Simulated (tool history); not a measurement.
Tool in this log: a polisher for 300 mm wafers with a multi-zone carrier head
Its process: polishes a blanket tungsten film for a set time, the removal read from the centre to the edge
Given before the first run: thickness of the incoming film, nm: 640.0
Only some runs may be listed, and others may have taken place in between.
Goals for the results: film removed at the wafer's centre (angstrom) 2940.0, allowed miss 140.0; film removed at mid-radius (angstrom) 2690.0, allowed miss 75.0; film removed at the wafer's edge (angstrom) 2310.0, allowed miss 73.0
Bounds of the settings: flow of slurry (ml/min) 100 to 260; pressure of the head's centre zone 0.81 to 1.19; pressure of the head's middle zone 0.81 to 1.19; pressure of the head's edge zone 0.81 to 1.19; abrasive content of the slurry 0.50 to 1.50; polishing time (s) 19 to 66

run  hour  flow of slurry (ml/min)  pressure of the head's centre zone  pressure of the head's middle zone  pressure of the head's edge zone  abrasive content of the slurry  polishing time (s)  film removed at the wafer's centre (angstrom)  film removed at mid-radius (angstrom)  film removed at the wafer's edge (angstrom)
  1   0.0                      165                                1.00                                1.00                              1.00                            1.00                  42                                         2235.7                                 2123.7                                       2124.4
  2   2.0                      180                                1.03                                1.03                              1.00                            1.05                  42                                         2323.2                                 2251.1                                       2216.9
  3   9.3                      180                                1.00                                1.03                              1.00                            1.05                  42                                         2305.0                                 2231.1                                       2175.0
  4  17.4                      180                                1.00                                1.08                              1.00                            1.05                  42                                         2323.2                                 2334.5                                       2176.2
  5  22.1                      180                                1.08                                1.08                              1.00                            1.05                  42                                         2455.3                                 2351.2                                       2211.7
  6  28.0                      180                                1.08                                1.15                              1.00                            1.05                  42                                         2465.2                                 2467.2                                       2179.9
  7  30.5                      190                                1.10                                1.15                              0.99                            1.05                  42                                         2559.0                                 2483.1                                       2171.3
  8  36.6                      200                                1.12                                1.16                              1.00                            1.05                  42                                         2638.2                                 2525.8                                       2229.8
  9  39.6                      210                                1.13                                1.17                              1.00                            1.05                  42                                         2745.9                                 2563.2                                       2222.9
 10  42.8                      215                                1.13                                1.17                              1.00                            1.05                  42                                         2641.1                                 2569.7                                       2243.5

5 next moves are on the table. One of them brings every result within its allowed miss. Which?
  A  46.0                      175                                1.17                                1.11                              0.98                            1.10                  44                                              ?                                      ?                                            ?
  B  46.0                      240                                1.07                                1.14                              1.03                            1.30                  40                                              ?                                      ?                                            ?
  C  46.0                      250                                0.95                                1.14                              1.12                            1.15                  41                                              ?                                      ?                                            ?
  D  46.0                      185                                1.19                                1.17                              0.96                            1.20                  44                                              ?                                      ?                                            ?
  E  46.0                      245                                0.97                                1.11                              1.16                            0.95                  41                                              ?                                      ?                                            ?

move  film removed at the wafer's centre (angstrom)  film removed at mid-radius (angstrom)  film removed at the wafer's edge (angstrom)
   A                                         2826.3                                 2515.9                                       2236.8
   B                                         2555.5                                 2533.7                                       2213.0
   C                                         2282.5                                 2551.2                                       2296.8
   D                                         2954.9                                 2701.3                                       2270.8
   E                                         2244.8                                 2402.0                                       2246.3
A: brings the result that was furthest off to its target, and leaves another outside
B: lands further from the targets than the last run did
C: lands further from the targets than the last run did
D: hits every target within its allowed miss
E: lands further from the targets than the last run did
Answer: D
